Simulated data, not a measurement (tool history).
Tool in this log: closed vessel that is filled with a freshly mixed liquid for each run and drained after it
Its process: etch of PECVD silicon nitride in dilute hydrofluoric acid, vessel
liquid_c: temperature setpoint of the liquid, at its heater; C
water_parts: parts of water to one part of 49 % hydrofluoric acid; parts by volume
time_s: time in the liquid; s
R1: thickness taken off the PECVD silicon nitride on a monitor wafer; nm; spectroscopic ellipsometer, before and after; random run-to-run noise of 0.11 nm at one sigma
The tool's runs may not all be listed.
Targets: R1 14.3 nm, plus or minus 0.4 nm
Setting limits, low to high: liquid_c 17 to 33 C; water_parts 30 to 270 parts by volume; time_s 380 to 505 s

Run 1, day 0: liquid_c 25 C, water_parts 150 parts by volume, time_s 505 s. Result: R1 16.797 nm.
Run 2, day 0.325: liquid_c 24.5 C, water_parts 150 parts by volume, time_s 505 s. Result: R1 15.924 nm.
Run 3, day 0.579: liquid_c 24.5 C, water_parts 150 parts by volume, time_s 505 s. Result: R1 15.833 nm.
Run 4, day 0.812: liquid_c 24 C, water_parts 150 parts by volume, time_s 505 s. Result: R1 15.53 nm.
Run 5, day 1.183: liquid_c 24 C, water_parts 150 parts by volume, time_s 380 s. Result: R1 11.752 nm.
Run 6, day 1.429: liquid_c 24 C, water_parts 175 parts by volume, time_s 380 s. Result: R1 10.157 nm.
Run 7, day 1.633: liquid_c 24.5 C, water_parts 175 parts by volume, time_s 380 s. Result: R1 10.416 nm.
Run 8, day 1.704: liquid_c 25.5 C, water_parts 175 parts by volume, time_s 380 s. Result: R1 10.985 nm.
Run 9, day 2.058: liquid_c 26.5 C, water_parts 175 parts by volume, time_s 380 s. Result: R1 11.891 nm.
Run 10, day 2.254: liquid_c 27 C, water_parts 175 parts by volume, time_s 380 s. Result: R1 12.111 nm.
Run 11, day 2.512: liquid_c 27.5 C, water_parts 175 parts by volume, time_s 380 s. Result: R1 12.638 nm.

Pick the move, out of 4, that brings all results within their allowed miss; only one does.
Run A, day 2.771: liquid_c 26.5 C, water_parts 190 parts by volume, time_s 425 s. Result: R1 ?.
Run B, day 2.771: liquid_c 27 C, water_parts 195 parts by volume, time_s 465 s. Result: R1 ?.
Run C, day 2.771: liquid_c 23 C, water_parts 160 parts by volume, time_s 405 s. Result: R1 ?.
Run D, day 2.771: liquid_c 26.5 C, water_parts 150 parts by volume, time_s 395 s. Result: R1 ?.

move      R1
   A  12.121
   B  13.327
   C  10.973
   D  14.272
A: its largest miss is bigger than the last run's
B: better than the last run, though not everything is in spec
C: its largest miss is bigger than the last run's
D: all results in spec
Go with D: it meets all targets.
